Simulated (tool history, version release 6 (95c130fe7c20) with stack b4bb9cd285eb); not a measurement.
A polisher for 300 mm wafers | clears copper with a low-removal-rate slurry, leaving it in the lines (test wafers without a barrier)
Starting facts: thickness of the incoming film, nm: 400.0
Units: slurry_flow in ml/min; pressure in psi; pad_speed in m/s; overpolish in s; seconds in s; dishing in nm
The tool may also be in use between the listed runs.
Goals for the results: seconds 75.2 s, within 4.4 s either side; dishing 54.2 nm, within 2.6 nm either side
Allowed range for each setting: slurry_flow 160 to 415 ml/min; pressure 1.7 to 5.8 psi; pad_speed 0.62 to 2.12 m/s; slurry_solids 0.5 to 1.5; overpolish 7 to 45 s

run	hour	slurry_flow	pressure	pad_speed	slurry_solids	overpolish	seconds	dishing
1	0	265	3.7	1.36	1	23	73.006	71.293
2	2.5	230	3.7	1.36	1	23	72.744	72.55
3	4.5	230	3.7	1.1	1	23	88.866	61.177
4	11.6	230	3.7	1.1	1.1	23	89.626	62.405
5	13.7	230	3.8	1.1	1.1	22	84.182	61.853
6	21.8	230	3.8	1.1	1.1	21	86.37	57.791
7	23.9	230	3.9	1.1	1.1	21	80.353	61.001
8	30.4	230	4	1.1	1.1	19	81.708	56.068
9	35.9	230	4.4	1.12	1.1	15	72.113	50.047

Which one of the following 4 next-run settings gets every result inside its allowed miss? There is exactly one.
A	41.4	245	4.4	1.2	1.15	15	?	?
B	41.4	260	5.4	1.02	1.15	13	?	?
C	41.4	265	4.2	1.02	1.1	18	?	?
D	41.4	230	4.2	1.1	1.25	17	?	?

move	seconds	dishing
A	66.01	54.771
B	62.921	50.889
C	81.256	53.464
D	73.845	55.252
A: corrects the largest miss of the last run, while another result sits out of spec
B: misses by more than the last run did
C: corrects the largest miss of the last run, while another result sits out of spec
D: every result lands within tolerance
Go with D: it meets all targets.

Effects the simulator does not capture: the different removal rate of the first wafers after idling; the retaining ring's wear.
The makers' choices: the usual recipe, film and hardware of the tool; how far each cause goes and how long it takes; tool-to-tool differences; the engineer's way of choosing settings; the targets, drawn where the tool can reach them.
